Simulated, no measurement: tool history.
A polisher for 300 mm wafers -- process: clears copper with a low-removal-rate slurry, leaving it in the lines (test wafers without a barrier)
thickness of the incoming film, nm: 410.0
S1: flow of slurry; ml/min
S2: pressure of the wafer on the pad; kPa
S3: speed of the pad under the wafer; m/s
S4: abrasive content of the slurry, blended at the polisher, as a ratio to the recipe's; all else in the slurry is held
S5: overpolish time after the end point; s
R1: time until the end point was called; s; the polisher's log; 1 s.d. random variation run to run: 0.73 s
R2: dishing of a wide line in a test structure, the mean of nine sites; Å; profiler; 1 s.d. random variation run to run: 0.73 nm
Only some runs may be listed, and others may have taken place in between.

run 1 hour=0 | S1=250 S2=29 S3=0.94 S4=1 S5=16 | R1=78.023 R2=472.98
run 2 hour=6.9 | S1=250 S2=29 S3=0.78 S4=1 S5=16 | R1=87.685 R2=417.43
run 3 hour=12.3 | S1=210 S2=29 S3=0.78 S4=1 S5=16 | R1=86.925 R2=427.29
run 4 hour=19.7 | S1=210 S2=31.7 S3=0.78 S4=1 S5=14 | R1=84.157 R2=386.52
run 5 hour=25.1 | S1=210 S2=26.2 S3=0.78 S4=1 S5=14 | R1=97.744 R2=361.11
run 6 hour=33 | S1=210 S2=26.2 S3=0.94 S4=1 S5=14 | R1=87.262 R2=375.64
run 7 hour=38.6 | S1=205 S2=34.5 S3=1.08 S4=1 S5=7 | R1=66.41 R2=274.73
run 8 hour=46.6 | S1=205 S2=35.9 S3=1.08 S4=1 S5=8 | R1=60.943 R2=308.72
run 9 hour=48.5 | S1=205 S2=40.7 S3=1.08 S4=1 S5=12 | R1=57.988 R2=493.07
run 10 hour=53.8 | S1=210 S2=40.7 S3=1.1 S4=1 S5=11 | R1=56.642 R2=471.14
run 11 hour=62.1 | S1=210 S2=43.4 S3=1.12 S4=1 S5=7 | R1=54.297 R2=329.32

Run 12 comes next. What will it give?
run 12 hour=71 | S1=215 S2=42.7 S3=1.18 S4=1 S5=10 | R1=? R2=?

Run 12 produced R1 50.694 s, R2 450.53 Å.

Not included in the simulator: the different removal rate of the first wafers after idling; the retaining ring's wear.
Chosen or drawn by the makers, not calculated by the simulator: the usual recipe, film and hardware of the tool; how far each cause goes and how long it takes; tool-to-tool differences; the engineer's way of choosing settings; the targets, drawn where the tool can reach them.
